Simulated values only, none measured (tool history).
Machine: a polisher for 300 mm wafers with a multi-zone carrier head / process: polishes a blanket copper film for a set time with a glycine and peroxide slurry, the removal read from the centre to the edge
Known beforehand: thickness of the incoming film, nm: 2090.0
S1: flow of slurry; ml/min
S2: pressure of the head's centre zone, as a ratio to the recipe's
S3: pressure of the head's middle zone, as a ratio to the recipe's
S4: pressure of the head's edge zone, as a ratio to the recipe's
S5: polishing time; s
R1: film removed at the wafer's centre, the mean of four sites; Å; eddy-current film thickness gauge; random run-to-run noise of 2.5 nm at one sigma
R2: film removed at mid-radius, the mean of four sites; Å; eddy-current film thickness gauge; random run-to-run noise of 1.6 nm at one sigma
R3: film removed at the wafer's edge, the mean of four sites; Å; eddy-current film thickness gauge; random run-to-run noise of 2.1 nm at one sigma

run  hour   S1    S2    S3    S4  S5      R1      R2      R3
  1   0.0  245  1.00  1.00  1.00  34  1859.4  1781.1  1831.5
  2   7.5  245  1.00  1.00  1.00  31  1684.1  1623.0  1670.1
  3  13.0  245  1.01  0.99  0.99  31  1733.8  1641.2  1646.4
  4  13.6  245  0.96  0.99  0.99  31  1653.7  1645.0  1641.6
  5  19.1  280  0.96  0.99  0.99  31  1621.1  1646.6  1706.6
  6  20.5  230  0.96  0.99  0.99  31  1607.9  1593.1  1660.0
  7  22.3  225  0.97  0.97  0.98  31  1638.4  1615.3  1638.3
  8  27.8  250  1.07  0.87  1.05  27  1588.9  1263.9  1494.6
  9  32.4  250  1.08  0.88  1.05  27  1627.4  1281.7  1472.6
 10  33.5  250  1.08  0.89  1.05  27  1607.5  1301.1  1492.3

Forecast run 11:
     42.4  -- edge zone pressure recalibrated
 11  42.4  250  1.09  0.90  1.05  27   ?   ?   ?

Run 11 yielded R1 1614.9 Å, R2 1320.5 Å, R3 1536.2 Å.
